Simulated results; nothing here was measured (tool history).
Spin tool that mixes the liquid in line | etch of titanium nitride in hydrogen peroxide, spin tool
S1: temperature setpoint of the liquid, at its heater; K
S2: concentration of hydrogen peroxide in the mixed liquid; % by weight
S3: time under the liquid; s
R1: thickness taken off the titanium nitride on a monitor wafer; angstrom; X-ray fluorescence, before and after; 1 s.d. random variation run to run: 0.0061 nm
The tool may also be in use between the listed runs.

| run | hour | S1 | S2 | S3 | R1 |
|---|---|---|---|---|---|
| 1 | 0.0 | 321.15 | 16.0 | 95 | 27.917 |
| 2 | 2.9 | 321.15 | 16.0 | 70 | 20.516 |
| 3 | 7.5 | 321.15 | 17.5 | 70 | 20.735 |
| 4 | 9.9 | 321.15 | 18.5 | 70 | 21.214 |
| 5 | 12.1 | 319.15 | 18.5 | 70 | 18.173 |
| 6 | 16.3 | 319.15 | 21.5 | 70 | 18.746 |
| 7 | 21.9 | 317.65 | 21.5 | 70 | 16.544 |
| 8 | 24.5 | 316.15 | 21.5 | 70 | 14.867 |
| 9 | 28.0 | 315.15 | 21.5 | 70 | 13.884 |
| 10 | 35.7 | 314.15 | 21.5 | 70 | 12.892 |
| 11 | 41.1 | 313.65 | 21.5 | 70 | 12.319 |

Forecast run 12:
| 12 | 48.1 | 313.15 | 21.5 | 70 | ? |

Run 12 gave R1 11.965 angstrom.
